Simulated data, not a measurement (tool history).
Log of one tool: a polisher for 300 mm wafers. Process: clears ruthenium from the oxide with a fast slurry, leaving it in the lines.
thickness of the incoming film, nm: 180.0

run	day	flow of slurry (ml/min)	pressure of the wafer on the pad (kPa)	speed of the pad under the wafer (m/s)	abrasive content of the slurry	overpolish time after the end point (s)	time until the end point was called (s)	dishing of a wide line in a test structure (angstrom)
1	0	190	17.9	0.78	1	12	69.886	205.22
2	0.246	190	21.4	0.78	1	12	63.053	228.13
3	0.425	190	21.4	0.66	1	12	72.787	211.56
4	0.488	190	20	0.62	1	14	80.125	210.18
5	0.821	190	18.6	0.6	1	16	86.447	222.17
6	1.146	190	18.6	0.6	1.1	16	85.872	222.25
7	1.458	190	18.6	0.6	1.1	16	86.58	224.47

Run 8 comes next. What will it give?
8	1.779	190	17.9	0.6	1.1	17	?	?

{"run 8": {"time until the end point was called (s)": 89.324, "dishing of a wide line in a test structure (angstrom)": 231.18}}

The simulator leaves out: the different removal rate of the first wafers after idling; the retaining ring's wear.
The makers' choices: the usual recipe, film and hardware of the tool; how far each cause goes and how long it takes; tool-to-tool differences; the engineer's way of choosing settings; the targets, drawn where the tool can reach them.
